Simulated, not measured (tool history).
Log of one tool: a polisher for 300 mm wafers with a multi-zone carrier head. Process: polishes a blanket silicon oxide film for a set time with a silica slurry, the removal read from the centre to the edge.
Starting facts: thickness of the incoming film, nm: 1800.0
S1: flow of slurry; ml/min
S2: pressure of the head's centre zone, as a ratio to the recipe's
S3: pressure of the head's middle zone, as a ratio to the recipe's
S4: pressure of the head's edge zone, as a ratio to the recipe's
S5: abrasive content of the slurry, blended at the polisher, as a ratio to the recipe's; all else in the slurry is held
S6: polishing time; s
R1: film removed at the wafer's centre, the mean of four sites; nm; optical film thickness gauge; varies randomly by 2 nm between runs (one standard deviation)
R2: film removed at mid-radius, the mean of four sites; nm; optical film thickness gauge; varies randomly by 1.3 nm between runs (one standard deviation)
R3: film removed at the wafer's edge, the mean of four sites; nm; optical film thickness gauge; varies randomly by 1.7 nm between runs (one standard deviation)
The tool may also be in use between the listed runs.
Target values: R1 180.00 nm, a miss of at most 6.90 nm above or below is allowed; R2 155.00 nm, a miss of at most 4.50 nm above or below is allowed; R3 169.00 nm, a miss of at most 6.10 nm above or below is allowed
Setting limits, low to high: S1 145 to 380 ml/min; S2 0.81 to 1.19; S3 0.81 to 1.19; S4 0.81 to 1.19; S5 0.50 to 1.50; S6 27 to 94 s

| run | hour | S1 | S2 | S3 | S4 | S5 | S6 | R1 | R2 | R3 |
|---|---|---|---|---|---|---|---|---|---|---|
| 1 | 0.0 | 245 | 1.00 | 1.00 | 1.00 | 1.00 | 60 | 257.49 | 245.03 | 255.11 |
| 2 | 2.6 | 245 | 0.94 | 1.00 | 1.00 | 1.00 | 60 | 241.36 | 246.50 | 257.61 |
| 3 | 3.3 | 245 | 0.94 | 1.00 | 1.00 | 1.00 | 71 | 289.50 | 296.14 | 305.49 |
| 4 | 10.1 | 240 | 0.95 | 0.97 | 0.96 | 0.85 | 66 | 250.75 | 244.37 | 256.78 |
| 5 | 15.8 | 235 | 0.96 | 0.95 | 0.93 | 0.75 | 63 | 224.32 | 215.95 | 223.41 |
| 6 | 22.8 | 260 | 0.96 | 0.95 | 0.93 | 0.75 | 63 | 231.53 | 221.05 | 231.05 |
| 7 | 27.7 | 240 | 0.96 | 0.92 | 0.90 | 0.70 | 62 | 214.06 | 201.30 | 215.04 |
| 8 | 31.6 | 220 | 1.02 | 0.86 | 0.81 | 0.50 | 56 | 165.67 | 140.10 | 152.14 |
| 9 | 37.1 | 240 | 1.02 | 0.86 | 0.83 | 0.50 | 56 | 166.11 | 140.33 | 152.91 |
| 10 | 39.5 | 240 | 1.02 | 0.87 | 0.86 | 0.50 | 56 | 170.48 | 141.58 | 157.88 |
| 11 | 43.5 | 250 | 1.02 | 0.88 | 0.87 | 0.50 | 56 | 166.64 | 144.64 | 154.57 |

Of the 4 settings listed for the next run, only one would bring every result within its allowed miss of target. Which one?
| A | 47.5 | 240 | 1.09 | 0.81 | 0.94 | 0.50 | 58 | ? | ? | ? |
| B | 47.5 | 250 | 1.13 | 0.98 | 0.81 | 0.50 | 55 | ? | ? | ? |
| C | 47.5 | 235 | 1.03 | 0.84 | 0.84 | 0.50 | 58 | ? | ? | ? |
| D | 47.5 | 210 | 1.01 | 0.88 | 0.85 | 0.50 | 62 | ? | ? | ? |

| move | R1 | R2 | R3 |
|---|---|---|---|
| A | 184.70 | 139.50 | 168.99 |
| B | 183.23 | 155.93 | 151.83 |
| C | 173.79 | 143.25 | 161.34 |
| D | 177.95 | 155.82 | 170.52 |
A: puts the biggest miss on target and leaves a different result outside tolerance
B: its largest miss is bigger than the last run's
C: its largest miss is bigger than the last run's
D: all results land within tolerance of their targets
Go with D: it meets all targets.

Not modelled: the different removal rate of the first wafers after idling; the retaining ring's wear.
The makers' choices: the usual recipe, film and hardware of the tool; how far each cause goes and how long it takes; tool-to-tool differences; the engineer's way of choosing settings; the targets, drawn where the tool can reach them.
